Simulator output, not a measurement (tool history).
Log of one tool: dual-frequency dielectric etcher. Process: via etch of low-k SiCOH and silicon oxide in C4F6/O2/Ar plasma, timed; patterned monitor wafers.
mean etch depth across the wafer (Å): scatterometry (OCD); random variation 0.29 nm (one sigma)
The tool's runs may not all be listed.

run	hour	source power (kW)	bias power (kW)	etch time (s)	mean etch depth across the wafer (Å)
1	0.0	0.350	0.197	40	870.14
2	3.0	0.360	0.197	40	884.43
3	6.8	0.360	0.225	40	929.74
4	10.0	0.360	0.203	40	886.90
5	13.0	0.360	0.169	40	826.17
6	18.2	0.340	0.169	40	811.65
7	20.6	0.360	0.170	40	827.45
8	26.9	0.380	0.171	40	847.81
9	28.1	0.390	0.171	40	855.64

Forecast run 10:
10	32.9	0.390	0.171	40	?

Run 10 gave mean etch depth across the wafer (Å) 855.99.
